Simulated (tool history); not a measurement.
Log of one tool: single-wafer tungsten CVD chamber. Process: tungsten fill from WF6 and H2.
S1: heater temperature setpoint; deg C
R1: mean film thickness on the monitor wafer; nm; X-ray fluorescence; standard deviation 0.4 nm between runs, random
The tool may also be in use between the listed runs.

run 1 hour=0 | S1=390 chamber_pressure_(Pa)=5106 deposition_time_(s)=23.5 | R1=66.625
run 2 hour=3.4 | S1=399 chamber_pressure_(Pa)=5106 deposition_time_(s)=23.5 | R1=77.459
run 3 hour=7.6 | S1=399 chamber_pressure_(Pa)=5106 deposition_time_(s)=24.3 | R1=81.07
run 4 hour=14.9 | S1=399 chamber_pressure_(Pa)=5106 deposition_time_(s)=23.5 | R1=77.472
run 5 hour=19.1 | S1=399 chamber_pressure_(Pa)=5946 deposition_time_(s)=23.5 | R1=82.027
run 6 hour=19.7 | S1=399 chamber_pressure_(Pa)=6479 deposition_time_(s)=23.5 | R1=85.181
run 7 hour=20.4 | S1=402 chamber_pressure_(Pa)=6506 deposition_time_(s)=23.5 | R1=89.803

For run 8, what comes out?
-- hour=23.6 thermocouple changed; heater temperature recalibrated
run 8 hour=23.6 | S1=404 chamber_pressure_(Pa)=6519 deposition_time_(s)=23.5 | R1=?

R1: 97.779 nm

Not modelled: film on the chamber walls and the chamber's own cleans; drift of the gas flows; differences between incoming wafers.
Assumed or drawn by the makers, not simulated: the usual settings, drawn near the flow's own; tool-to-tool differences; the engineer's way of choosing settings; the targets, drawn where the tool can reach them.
